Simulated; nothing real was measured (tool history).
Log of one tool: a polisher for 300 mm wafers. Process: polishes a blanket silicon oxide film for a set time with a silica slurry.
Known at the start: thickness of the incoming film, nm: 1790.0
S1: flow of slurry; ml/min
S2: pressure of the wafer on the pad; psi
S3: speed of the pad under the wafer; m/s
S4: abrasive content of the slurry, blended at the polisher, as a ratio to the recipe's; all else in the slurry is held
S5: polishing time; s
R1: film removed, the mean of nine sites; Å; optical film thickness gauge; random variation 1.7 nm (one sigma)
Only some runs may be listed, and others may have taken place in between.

run	day	S1	S2	S3	S4	S5	R1
1	0.000	265	3.9	0.94	1.0	90	2092.2
2	0.350	265	3.6	0.94	1.0	90	1919.3
3	0.717	265	3.1	0.94	1.0	90	1667.6
4	0.954	215	3.1	0.94	1.0	90	1636.2
5	1.138	215	3.6	0.94	1.0	90	1889.8
6	1.246	215	3.6	0.94	0.9	90	1766.7
7	1.338	215	3.4	0.94	0.9	90	1674.6

For run 8, what comes out?
8	1.492	215	3.4	0.94	0.9	90	?

{"run 8": {"R1": 1688.0}}
